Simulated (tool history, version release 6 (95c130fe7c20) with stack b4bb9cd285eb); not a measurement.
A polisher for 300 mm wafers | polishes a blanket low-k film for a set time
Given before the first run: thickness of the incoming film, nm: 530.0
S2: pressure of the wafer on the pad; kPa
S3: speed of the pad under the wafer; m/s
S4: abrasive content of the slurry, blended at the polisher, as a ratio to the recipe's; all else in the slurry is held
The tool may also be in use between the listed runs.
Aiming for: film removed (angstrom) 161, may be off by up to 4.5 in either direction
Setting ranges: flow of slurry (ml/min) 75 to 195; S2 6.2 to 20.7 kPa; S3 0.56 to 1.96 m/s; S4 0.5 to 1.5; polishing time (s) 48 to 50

Run 1, hour 0: flow of slurry (ml/min) 125, S2 13.1 kPa, S3 1.26 m/s, S4 1, polishing time (s) 48. Result: film removed (angstrom) 206.82.
Run 2, hour 5.7: flow of slurry (ml/min) 100, S2 13.1 kPa, S3 1.26 m/s, S4 1, polishing time (s) 48. Result: film removed (angstrom) 199.33.
Run 3, hour 11.7: flow of slurry (ml/min) 100, S2 13.1 kPa, S3 1.46 m/s, S4 1, polishing time (s) 48. Result: film removed (angstrom) 209.66.
Run 4, hour 17.7: flow of slurry (ml/min) 95, S2 12.4 kPa, S3 1.46 m/s, S4 1, polishing time (s) 48. Result: film removed (angstrom) 201.32.
Run 5, hour 22.4: flow of slurry (ml/min) 95, S2 14.5 kPa, S3 1.46 m/s, S4 1, polishing time (s) 48. Result: film removed (angstrom) 219.95.
Run 6, hour 30.9: flow of slurry (ml/min) 105, S2 14.5 kPa, S3 1.46 m/s, S4 1, polishing time (s) 48. Result: film removed (angstrom) 219.53.
Run 7, hour 35.2: flow of slurry (ml/min) 100, S2 11.7 kPa, S3 1.42 m/s, S4 1, polishing time (s) 48. Result: film removed (angstrom) 193.7.
Run 8, hour 40.9: flow of slurry (ml/min) 95, S2 10.3 kPa, S3 1.4 m/s, S4 1, polishing time (s) 48. Result: film removed (angstrom) 180.01.
Run 9, hour 47.4: flow of slurry (ml/min) 90, S2 9.7 kPa, S3 1.4 m/s, S4 1, polishing time (s) 48. Result: film removed (angstrom) 170.23.
Run 10, hour 49.7: flow of slurry (ml/min) 85, S2 9.7 kPa, S3 1.4 m/s, S4 1, polishing time (s) 48. Result: film removed (angstrom) 166.71.
At hour 54.7: conditioning disc replaced and pad reconditioned.
Run 11, hour 54.7: flow of slurry (ml/min) 80, S2 9.7 kPa, S3 1.4 m/s, S4 1, polishing time (s) 48. Result: film removed (angstrom) 213.23.
Run 12, hour 59.7: flow of slurry (ml/min) 90, S2 9.7 kPa, S3 1.4 m/s, S4 1, polishing time (s) 48. Result: film removed (angstrom) 219.81.
Run 13, hour 63.9: flow of slurry (ml/min) 85, S2 12.4 kPa, S3 1.32 m/s, S4 1, polishing time (s) 48. Result: film removed (angstrom) 251.34.
Run 14, hour 64.7: flow of slurry (ml/min) 100, S2 12.4 kPa, S3 1.32 m/s, S4 1, polishing time (s) 48. Result: film removed (angstrom) 256.55.
Run 15, hour 66.2: flow of slurry (ml/min) 130, S2 11.7 kPa, S3 1.32 m/s, S4 1, polishing time (s) 48. Result: film removed (angstrom) 260.78.
Run 16, hour 68.4: flow of slurry (ml/min) 95, S2 7.6 kPa, S3 1.3 m/s, S4 1, polishing time (s) 48. Result: film removed (angstrom) 181.86.
Run 17, hour 76.2: flow of slurry (ml/min) 95, S2 6.9 kPa, S3 1.36 m/s, S4 1, polishing time (s) 48. Result: film removed (angstrom) 178.34.
Run 18, hour 77.6: flow of slurry (ml/min) 95, S2 6.9 kPa, S3 1.36 m/s, S4 1, polishing time (s) 48. Result: film removed (angstrom) 178.4.
Run 19, hour 79.7: flow of slurry (ml/min) 90, S2 6.9 kPa, S3 1.44 m/s, S4 1, polishing time (s) 48. Result: film removed (angstrom) 181.46.
Run 20, hour 83.6: flow of slurry (ml/min) 85, S2 6.9 kPa, S3 1.42 m/s, S4 0.95, polishing time (s) 48. Result: film removed (angstrom) 173.72.
Run 21, hour 87.3: flow of slurry (ml/min) 80, S2 6.9 kPa, S3 1.46 m/s, S4 0.9, polishing time (s) 48. Result: film removed (angstrom) 170.24.
Run 22, hour 92.2: flow of slurry (ml/min) 80, S2 6.9 kPa, S3 1.48 m/s, S4 0.85, polishing time (s) 48. Result: film removed (angstrom) 168.09.

Which single option among these 4 for the next run brings every result within its allowed miss of target? Just one does.
Run A, hour 97.1: flow of slurry (ml/min) 75, S2 6.2 kPa, S3 1.46 m/s, S4 0.75, polishing time (s) 50. Result: film removed (angstrom) ?.
Run B, hour 97.1: flow of slurry (ml/min) 75, S2 6.2 kPa, S3 1.7 m/s, S4 0.85, polishing time (s) 50. Result: film removed (angstrom) ?.
Run C, hour 97.1: flow of slurry (ml/min) 75, S2 6.9 kPa, S3 1.64 m/s, S4 0.75, polishing time (s) 48. Result: film removed (angstrom) ?.
Run D, hour 97.1: flow of slurry (ml/min) 75, S2 6.9 kPa, S3 1.22 m/s, S4 0.85, polishing time (s) 48. Result: film removed (angstrom) ?.

move  film removed (angstrom)
   A                   149.91
   B                    173.2
   C                   161.82
   D                   148.88
A: carries the result that was furthest off beyond its target, to the other side
B: the biggest miss grows against the last run
C: all results in spec
D: carries the result that was furthest off beyond its target, to the other side
Correct choice: C, which meets every target

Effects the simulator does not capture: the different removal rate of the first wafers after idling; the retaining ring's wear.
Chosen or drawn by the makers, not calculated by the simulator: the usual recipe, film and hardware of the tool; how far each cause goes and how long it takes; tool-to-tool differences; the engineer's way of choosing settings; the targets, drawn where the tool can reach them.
